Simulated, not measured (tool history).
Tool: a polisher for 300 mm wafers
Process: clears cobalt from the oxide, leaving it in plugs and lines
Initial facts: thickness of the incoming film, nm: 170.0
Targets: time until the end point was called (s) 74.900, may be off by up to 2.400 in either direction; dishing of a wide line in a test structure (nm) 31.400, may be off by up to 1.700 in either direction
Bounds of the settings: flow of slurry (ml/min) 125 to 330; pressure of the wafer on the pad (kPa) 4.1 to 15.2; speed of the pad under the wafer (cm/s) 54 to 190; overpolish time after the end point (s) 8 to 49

run,hour,flow of slurry (ml/min),pressure of the wafer on the pad (kPa),speed of the pad under the wafer (cm/s),overpolish time after the end point (s),time until the end point was called (s),dishing of a wide line in a test structure (nm)
1,0.0,210,9.7,122,25,47.853,50.465
2,8.2,210,11.7,122,25,39.352,54.406
3,14.3,210,9.7,120,21,48.195,44.857
4,17.8,205,8.3,120,19,55.764,38.010
5,22.3,200,7.6,120,19,61.267,35.593
6,28.5,200,7.6,138,19,53.846,40.416
7,29.4,190,6.9,138,19,59.830,37.528
8,33.0,150,4.8,138,17,85.084,26.261
9,38.5,165,4.8,138,17,84.424,26.104
10,43.9,185,4.8,138,18,84.908,27.906
11,50.3,195,4.8,138,18,81.902,27.576
12,54.4,210,4.8,138,19,81.292,29.613
13,57.6,220,4.8,138,19,81.869,28.348
14,63.8,225,4.8,138,19,80.672,29.343
15,67.9,235,4.8,138,19,80.127,29.692
16,69.3,245,4.8,138,19,82.027,30.091
17,74.2,250,5.5,138,18,70.455,31.677
18,75.4,245,5.5,138,18,69.947,31.606
19,82.3,235,5.5,138,18,70.611,31.142
# hour 90.0: slurry nozzle cleaned
20,90.0,230,5.5,138,19,67.287,33.286
21,94.8,215,5.5,138,19,67.678,34.642
22,96.4,205,5.5,138,19,68.409,33.263
23,98.0,205,4.8,138,19,77.588,30.494
24,99.7,210,4.8,138,19,79.046,30.409
25,105.2,210,5.5,138,19,69.045,33.521
26,108.2,205,5.5,138,19,69.113,32.996
27,113.2,205,4.8,138,19,78.472,30.602

Which one of the following 4 next-run settings gets every result inside its allowed miss? There is exactly one.
A,118.2,235,4.8,128,20,?,?
B,118.2,270,6.9,90,19,?,?
C,118.2,215,4.1,166,19,?,?
D,118.2,310,6.9,88,22,?,?

move,time until the end point was called (s),dishing of a wide line in a test structure (nm)
A,83.875,29.526
B,83.043,28.616
C,75.783,30.625
D,83.973,31.669
A: lands further from the targets than the last run did
B: lands further from the targets than the last run did
C: every result lands within tolerance
D: lands further from the targets than the last run did
C is the move that brings every result within its allowed miss.
